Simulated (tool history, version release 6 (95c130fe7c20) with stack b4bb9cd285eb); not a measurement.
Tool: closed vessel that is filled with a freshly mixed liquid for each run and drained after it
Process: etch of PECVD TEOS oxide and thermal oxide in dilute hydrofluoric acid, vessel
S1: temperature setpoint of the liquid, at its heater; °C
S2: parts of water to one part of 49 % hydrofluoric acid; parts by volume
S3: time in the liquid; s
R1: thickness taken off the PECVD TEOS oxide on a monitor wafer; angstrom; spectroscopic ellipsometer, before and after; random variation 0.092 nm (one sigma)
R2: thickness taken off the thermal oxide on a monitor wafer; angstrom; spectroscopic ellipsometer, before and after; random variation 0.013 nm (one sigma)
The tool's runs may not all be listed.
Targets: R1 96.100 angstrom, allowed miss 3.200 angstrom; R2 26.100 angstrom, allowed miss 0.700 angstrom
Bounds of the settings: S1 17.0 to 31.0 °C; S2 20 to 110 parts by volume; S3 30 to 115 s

run,hour,S1,S2,S3,R1,R2
1,0.0,23.0,60,60,161.410,43.788
2,1.8,23.0,75,60,127.380,34.417
3,2.7,23.0,75,75,160.890,43.115
4,6.0,23.0,75,50,105.950,28.612
5,14.8,23.0,75,40,84.856,22.926
6,21.3,23.0,75,30,63.847,17.206
7,27.9,24.5,75,30,67.347,18.451
8,34.3,24.5,70,30,71.541,19.798
9,36.5,24.0,65,30,77.206,20.809
10,45.3,28.0,60,30,98.130,26.815
11,48.3,28.0,60,30,100.410,26.849

Which of these 4 next moves meets every target?
A,51.3,29.5,70,30,?,?
B,51.3,31.0,75,35,?,?
C,51.3,20.5,70,50,?,?
D,51.3,19.0,90,65,?,?

move,R1,R2
A,87.072,23.965
B,99.679,27.435
C,101.080,27.820
D,93.831,25.825
A: takes the result that was furthest off past its target
B: further off than the last run
C: further off than the last run
D: meets every target
Move D is the one to make.

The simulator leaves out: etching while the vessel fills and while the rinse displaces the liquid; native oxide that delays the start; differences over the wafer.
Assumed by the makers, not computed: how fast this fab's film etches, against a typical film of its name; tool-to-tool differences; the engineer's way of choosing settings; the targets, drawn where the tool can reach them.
